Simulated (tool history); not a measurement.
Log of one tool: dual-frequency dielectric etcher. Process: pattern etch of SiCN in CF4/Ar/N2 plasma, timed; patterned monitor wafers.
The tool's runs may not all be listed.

run  hour  source power (W)  bias power (W)  Ar flow (sccm)  CF4 flow (sccm)  etch time (s)  mean etch depth across the wafer (nm)
  1   0.0               600              82              96               47            180                                 191.50
  2   5.8               640              82              96               47            180                                 202.06
  3   7.3               640              82              96               47            180                                 201.73
  4  12.4               640              74              96               47            180                                 195.18
  5  19.8               640              74              96               47            180                                 194.26
  6  22.2               640              83              96               47            180                                 204.32
  7  23.9               670              83              96               47            180                                 211.49
     25.4  -- Ar flow controller replaced
  8  25.4               700              83              96               47            180                                 220.92
  9  29.5               720              83              96               47            180                                 226.73
 10  35.4               740              83              96               47            180                                 232.05

Forecast run 11:
 11  38.9               760              83              96               47            180                                      ?

{"run 11": {"mean etch depth across the wafer (nm)": 238.54}}

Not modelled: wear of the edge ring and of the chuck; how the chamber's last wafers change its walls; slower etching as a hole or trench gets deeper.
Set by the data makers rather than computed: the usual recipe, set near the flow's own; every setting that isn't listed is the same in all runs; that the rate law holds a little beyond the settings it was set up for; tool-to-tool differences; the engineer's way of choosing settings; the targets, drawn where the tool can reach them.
